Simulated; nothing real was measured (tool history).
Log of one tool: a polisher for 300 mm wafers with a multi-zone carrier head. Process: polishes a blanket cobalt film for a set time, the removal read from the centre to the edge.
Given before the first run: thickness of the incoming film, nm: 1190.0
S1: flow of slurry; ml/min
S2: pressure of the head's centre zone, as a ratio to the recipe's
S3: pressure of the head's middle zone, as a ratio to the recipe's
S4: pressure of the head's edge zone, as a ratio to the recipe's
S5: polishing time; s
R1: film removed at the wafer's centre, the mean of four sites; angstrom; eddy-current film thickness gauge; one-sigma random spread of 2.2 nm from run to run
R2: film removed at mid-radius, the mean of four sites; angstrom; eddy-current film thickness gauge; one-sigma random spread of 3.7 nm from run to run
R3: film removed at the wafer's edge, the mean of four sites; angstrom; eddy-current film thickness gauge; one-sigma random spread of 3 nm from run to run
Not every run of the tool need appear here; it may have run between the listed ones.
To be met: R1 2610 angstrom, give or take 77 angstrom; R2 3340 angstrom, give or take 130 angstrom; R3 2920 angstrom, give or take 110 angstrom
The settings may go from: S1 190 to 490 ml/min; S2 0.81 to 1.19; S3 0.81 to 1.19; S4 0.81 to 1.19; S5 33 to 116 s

run,hour,S1,S2,S3,S4,S5,R1,R2,R3
1,0,315,1,1,1,74,4537.3,4505.1,4358.1
2,4.1,305,0.94,1.02,0.97,66,3839.9,4129.3,3893.6
3,5.3,300,0.9,1.04,0.95,60,3354.3,3688.2,3512.8
4,8.9,295,0.87,1.08,0.93,57,3073.7,3769,3291.6
5,12.1,255,0.87,1.08,0.93,57,3000.3,3638.1,3151.7
6,19.2,255,0.87,1.08,0.93,66,3475.4,4164.4,3747.4
7,27.6,250,0.85,1.08,0.93,62,3183.6,3988.7,3577
8,35.1,250,0.83,1.05,0.83,47,2369,2949.6,2569.5
9,40.1,275,0.83,1.06,0.87,47,2389.3,2996.1,2590.6
10,41.1,270,0.83,1.07,0.92,47,2364.3,2991.9,2626.9
11,45,300,0.83,1.08,0.94,48,2455.8,3139.3,2812.1
12,53.2,315,0.84,1.09,0.95,48,2481.8,3170.4,2781.6
13,55.2,320,0.85,1.1,0.97,48,2565.4,3182.7,2787.4

Exactly one of the 4 candidate moves below puts every result within its allowed miss. Which one?
A,57.2,415,0.81,1.07,0.89,51,?,?,?
B,57.2,300,0.9,1.07,0.92,46,?,?,?
C,57.2,305,0.9,1.07,1.01,46,?,?,?
D,57.2,340,0.86,1.03,1.03,49,?,?,?

move,R1,R2,R3
A,2606,3291,2873.7
B,2551.1,2902.1,2587.5
C,2554.6,2905.3,2707.2
D,2621,3020,2930.4
A: each result inside its tolerance
B: further off than the last run
C: further off than the last run
D: further off than the last run
Correct choice: A, which meets every target

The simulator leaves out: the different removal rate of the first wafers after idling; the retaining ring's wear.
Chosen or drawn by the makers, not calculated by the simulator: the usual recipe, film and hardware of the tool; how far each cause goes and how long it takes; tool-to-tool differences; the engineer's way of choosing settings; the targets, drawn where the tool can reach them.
